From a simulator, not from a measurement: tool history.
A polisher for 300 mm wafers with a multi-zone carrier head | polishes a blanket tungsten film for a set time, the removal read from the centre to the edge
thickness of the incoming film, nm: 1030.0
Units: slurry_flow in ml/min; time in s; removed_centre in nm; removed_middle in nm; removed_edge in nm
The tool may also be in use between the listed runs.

| run | hour | slurry_flow | centre_zone | middle_zone | edge_zone | slurry_solids | time | removed_centre | removed_middle | removed_edge |
|---|---|---|---|---|---|---|---|---|---|---|
| 1 | 0.0 | 190 | 1.00 | 1.00 | 1.00 | 1.00 | 65 | 285.13 | 287.97 | 286.90 |
| 2 | 6.4 | 180 | 1.00 | 0.95 | 0.97 | 0.85 | 58 | 242.01 | 229.71 | 239.96 |
| 3 | 14.5 | 180 | 1.00 | 1.03 | 0.97 | 0.85 | 58 | 239.50 | 240.63 | 235.56 |
| 4 | 22.7 | 170 | 0.99 | 0.99 | 0.95 | 0.75 | 54 | 210.82 | 210.43 | 209.21 |
| 5 | 31.0 | 170 | 0.99 | 0.99 | 0.95 | 0.55 | 54 | 189.08 | 184.74 | 189.60 |
| 6 | 33.9 | 165 | 0.99 | 0.95 | 0.93 | 0.55 | 52 | 179.97 | 172.60 | 176.13 |
|  | 35.1 | slurry nozzle cleaned |
| 7 | 35.1 | 155 | 0.99 | 0.91 | 0.93 | 0.55 | 52 | 184.38 | 178.99 | 179.78 |

Run 8 comes next. What will it give?
| 8 | 42.1 | 180 | 0.99 | 0.89 | 0.94 | 0.55 | 50 | ? | ? | ? |

{"run 8": {"removed_centre": 187.16, "removed_middle": 171.02, "removed_edge": 180.26}}
